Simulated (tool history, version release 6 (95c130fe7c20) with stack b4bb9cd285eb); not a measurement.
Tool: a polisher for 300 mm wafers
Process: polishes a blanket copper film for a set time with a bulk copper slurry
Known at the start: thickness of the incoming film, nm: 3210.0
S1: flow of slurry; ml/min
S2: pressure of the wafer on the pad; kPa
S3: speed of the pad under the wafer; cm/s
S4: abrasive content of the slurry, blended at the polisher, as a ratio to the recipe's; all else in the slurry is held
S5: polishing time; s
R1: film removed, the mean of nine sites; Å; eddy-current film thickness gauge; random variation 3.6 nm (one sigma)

Run 1, hour 0.0: S1 280 ml/min, S2 16.5 kPa, S3 94 cm/s, S4 1.00, S5 47 s. Result: R1 3589.2 Å.
Run 2, hour 6.2: S1 215 ml/min, S2 16.5 kPa, S3 94 cm/s, S4 1.00, S5 47 s. Result: R1 3527.2 Å.
Run 3, hour 8.7: S1 215 ml/min, S2 15.9 kPa, S3 94 cm/s, S4 1.00, S5 47 s. Result: R1 3418.6 Å.
Run 4, hour 11.1: S1 215 ml/min, S2 15.9 kPa, S3 94 cm/s, S4 1.20, S5 47 s. Result: R1 3491.2 Å.
Run 5, hour 15.0: S1 215 ml/min, S2 15.9 kPa, S3 94 cm/s, S4 1.35, S5 47 s. Result: R1 3641.3 Å.
Run 6, hour 19.3: S1 215 ml/min, S2 15.2 kPa, S3 94 cm/s, S4 1.35, S5 47 s. Result: R1 3508.4 Å.

Forecast run 7:
Run 7, hour 20.0: S1 215 ml/min, S2 14.5 kPa, S3 94 cm/s, S4 1.35, S5 47 s. Result: R1 ?.

R1: 3495.5 Å
